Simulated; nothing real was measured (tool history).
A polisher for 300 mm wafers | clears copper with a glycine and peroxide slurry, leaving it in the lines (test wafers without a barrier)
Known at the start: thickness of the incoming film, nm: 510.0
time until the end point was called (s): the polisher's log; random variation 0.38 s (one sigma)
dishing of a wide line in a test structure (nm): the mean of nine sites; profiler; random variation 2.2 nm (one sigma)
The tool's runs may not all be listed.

run	hour	flow of slurry (ml/min)	pressure of the wafer on the pad (psi)	speed of the pad under the wafer (cm/s)	overpolish time after the end point (s)	time until the end point was called (s)	dishing of a wide line in a test structure (nm)
1	0.0	135	3.0	124	28	60.446	97.713
2	7.1	140	3.2	124	29	57.346	100.360
3	10.4	125	3.2	124	29	56.719	100.890
4	17.8	100	3.2	124	29	59.611	99.270
5	23.1	100	3.2	124	24	60.238	89.501
6	24.8	105	3.4	124	26	55.642	94.893
7	26.0	110	3.6	124	29	52.160	108.160
8	27.9	115	3.7	124	30	51.334	112.400

Run 9 comes next. What will it give?
9	33.0	120	3.8	124	30	?	?

Run 9 gave time until the end point was called (s) 49.575, dishing of a wide line in a test structure (nm) 112.930.
